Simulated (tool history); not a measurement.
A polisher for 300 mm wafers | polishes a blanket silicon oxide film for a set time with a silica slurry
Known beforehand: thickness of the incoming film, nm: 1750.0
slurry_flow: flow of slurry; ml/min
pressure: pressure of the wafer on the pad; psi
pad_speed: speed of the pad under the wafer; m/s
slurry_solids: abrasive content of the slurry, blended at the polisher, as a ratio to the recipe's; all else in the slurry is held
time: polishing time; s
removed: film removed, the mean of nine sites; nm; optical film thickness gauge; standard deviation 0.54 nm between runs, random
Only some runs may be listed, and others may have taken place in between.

run,hour,slurry_flow,pressure,pad_speed,slurry_solids,time,removed
1,0,295,3,1.52,1,55,142.78
2,8.4,295,2.7,1.52,1,55,129.87
3,11.8,295,2.1,1.52,1,55,103.23
4,18.9,295,2,1.52,1,55,100.09
5,23.6,295,1.9,1.52,1,55,94.943
6,26.7,295,1.4,1.52,1,55,73.947
7,35.3,295,1.5,1.52,1,55,78.001
8,42.2,300,1.8,1.52,1,55,90.793
9,44,290,1.8,1.52,1,55,91.151

Run 10 is up next; what results do you expect?
# hour 44.7: head pressure recalibrated
10,44.7,295,1.7,1.52,1,55,?

removed: 83.091 nm

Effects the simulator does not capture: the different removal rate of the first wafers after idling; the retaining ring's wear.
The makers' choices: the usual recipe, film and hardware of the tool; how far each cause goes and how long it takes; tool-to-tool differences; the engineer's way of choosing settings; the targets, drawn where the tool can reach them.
